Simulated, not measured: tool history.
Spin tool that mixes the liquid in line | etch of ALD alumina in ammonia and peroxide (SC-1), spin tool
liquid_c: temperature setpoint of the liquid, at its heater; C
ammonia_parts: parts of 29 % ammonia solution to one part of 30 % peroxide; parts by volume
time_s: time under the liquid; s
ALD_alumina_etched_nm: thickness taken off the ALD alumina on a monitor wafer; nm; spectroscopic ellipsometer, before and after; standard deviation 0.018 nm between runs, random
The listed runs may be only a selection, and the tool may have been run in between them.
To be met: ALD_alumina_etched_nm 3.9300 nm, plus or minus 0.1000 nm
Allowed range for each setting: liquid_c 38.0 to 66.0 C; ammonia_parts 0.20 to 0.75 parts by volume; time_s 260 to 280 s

run	hour	liquid_c	ammonia_parts	time_s	ALD_alumina_etched_nm
1	0.0	50.0	0.45	260	8.1483
2	7.2	50.0	0.55	260	8.3048
3	10.3	48.5	0.50	260	7.5529
4	18.8	48.5	0.50	260	7.5270
5	27.4	54.0	0.50	260	10.2420
6	31.7	52.0	0.45	260	9.0311
7	34.4	50.5	0.40	260	8.2633
8	39.9	49.0	0.40	260	7.6486
9	41.3	47.5	0.40	260	7.0388
10	46.8	39.5	0.25	260	4.2495

Which of these 4 next moves meets every target?
A	52.3	38.0	0.30	280	?
B	52.3	39.0	0.20	270	?
C	52.3	38.5	0.20	265	?
D	52.3	39.5	0.30	260	?

move	ALD_alumina_etched_nm
A	4.2650
B	4.1990
C	4.0002
D	4.3306
A: no better and no worse than the last run
B: closer than the last run, but not yet in spec
C: hits every target within its allowed miss
D: further off than the last run
So the answer is move C, the one that meets all the targets.
